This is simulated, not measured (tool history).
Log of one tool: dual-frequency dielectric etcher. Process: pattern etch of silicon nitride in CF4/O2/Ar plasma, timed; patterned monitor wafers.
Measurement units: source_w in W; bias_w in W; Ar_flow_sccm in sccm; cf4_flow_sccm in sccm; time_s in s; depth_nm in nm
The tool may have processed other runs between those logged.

| run | day | source_w | bias_w | Ar_flow_sccm | cf4_flow_sccm | time_s | depth_nm |
|---|---|---|---|---|---|---|---|
| 1 | 0.000 | 450 | 34 | 112 | 132 | 70 | 112.25 |
| 2 | 0.154 | 440 | 34 | 112 | 132 | 70 | 108.87 |
| 3 | 0.483 | 440 | 34 | 112 | 146 | 70 | 110.92 |
| 4 | 0.625 | 430 | 34 | 112 | 146 | 70 | 107.32 |
| 5 | 0.954 | 480 | 34 | 112 | 146 | 70 | 120.92 |
| 6 | 1.096 | 480 | 40 | 112 | 146 | 70 | 127.43 |
| 7 | 1.446 | 460 | 40 | 112 | 146 | 70 | 121.38 |

Estimate the outcome of run 8 from the log above:
| 8 | 1.596 | 440 | 40 | 112 | 146 | 70 | ? |

Run 8 came out at depth_nm 116.61 nm.
